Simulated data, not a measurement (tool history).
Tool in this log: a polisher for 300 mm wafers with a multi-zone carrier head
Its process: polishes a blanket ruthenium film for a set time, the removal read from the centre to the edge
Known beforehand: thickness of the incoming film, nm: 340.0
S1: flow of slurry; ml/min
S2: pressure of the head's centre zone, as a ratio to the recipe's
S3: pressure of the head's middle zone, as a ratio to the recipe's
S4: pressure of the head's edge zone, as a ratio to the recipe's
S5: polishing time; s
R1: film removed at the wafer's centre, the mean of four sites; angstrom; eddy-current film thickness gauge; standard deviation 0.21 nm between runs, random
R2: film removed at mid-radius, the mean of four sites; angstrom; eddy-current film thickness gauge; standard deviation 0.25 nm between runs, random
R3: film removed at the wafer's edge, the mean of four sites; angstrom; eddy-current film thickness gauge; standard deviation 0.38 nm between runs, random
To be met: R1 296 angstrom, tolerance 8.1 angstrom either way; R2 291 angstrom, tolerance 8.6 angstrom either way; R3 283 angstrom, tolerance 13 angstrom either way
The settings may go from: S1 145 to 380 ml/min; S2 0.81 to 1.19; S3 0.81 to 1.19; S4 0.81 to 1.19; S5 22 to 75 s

| run | hour | S1 | S2 | S3 | S4 | S5 | R1 | R2 | R3 |
|---|---|---|---|---|---|---|---|---|---|
| 1 | 0 | 245 | 1 | 1 | 1 | 48 | 466.77 | 473.24 | 472.4 |
| 2 | 8.4 | 245 | 1 | 0.97 | 1 | 48 | 476.63 | 462.99 | 481.86 |
| 3 | 17.1 | 275 | 1 | 0.97 | 1 | 48 | 479.95 | 469.79 | 479.21 |
| 4 | 19.3 | 295 | 0.98 | 0.95 | 0.96 | 40 | 395.81 | 389.05 | 388.18 |
| 5 | 27.5 | 295 | 0.98 | 0.95 | 1.03 | 40 | 392.97 | 387.91 | 403.84 |
| 6 | 28.6 | 295 | 0.98 | 0.91 | 1.03 | 40 | 392.96 | 370.98 | 409.47 |
| 7 | 37 | 270 | 0.96 | 0.94 | 0.93 | 26 | 249.56 | 246.35 | 251.71 |
| 8 | 44 | 300 | 0.97 | 0.95 | 0.95 | 26 | 250.5 | 248.9 | 261.18 |
| 9 | 51.7 | 305 | 1 | 0.98 | 0.93 | 27 | 274.54 | 264.84 | 265.08 |
| 10 | 55.2 | 320 | 1.01 | 1 | 0.94 | 27 | 277.23 | 273.9 | 258.24 |
| 11 | 56.8 | 330 | 1.01 | 1 | 0.97 | 27 | 278.47 | 275.97 | 265.2 |
| 12 | 60.3 | 340 | 1.02 | 1 | 0.99 | 27 | 283.13 | 275 | 275.52 |
| 13 | 65.2 | 345 | 1.03 | 1.01 | 1 | 27 | 282.82 | 276.41 | 281.05 |
| 14 | 70 | 350 | 1.04 | 1.02 | 1 | 27 | 286.05 | 283.12 | 276.51 |
| 15 | 76.8 | 355 | 1.05 | 1.02 | 1.01 | 27 | 294.34 | 279.22 | 275.46 |

Which single option among these 4 for the next run brings every result within its allowed miss of target? Just one does.
| A | 83.6 | 360 | 0.96 | 0.98 | 1.1 | 30 | ? | ? | ? |
| B | 83.6 | 335 | 1.03 | 1.01 | 0.99 | 28 | ? | ? | ? |
| C | 83.6 | 365 | 0.97 | 1.02 | 1.03 | 30 | ? | ? | ? |
| D | 83.6 | 320 | 0.93 | 0.96 | 1 | 31 | ? | ? | ? |

| move | R1 | R2 | R3 |
|---|---|---|---|
| A | 292.09 | 300.25 | 314.97 |
| B | 290.8 | 285.66 | 280.59 |
| C | 295.6 | 310.91 | 306.91 |
| D | 289.08 | 301.97 | 311.1 |
A: takes the biggest miss from the last run beyond its target
B: all results in spec
C: takes the biggest miss from the last run beyond its target
D: takes the biggest miss from the last run beyond its target
B meets every target.
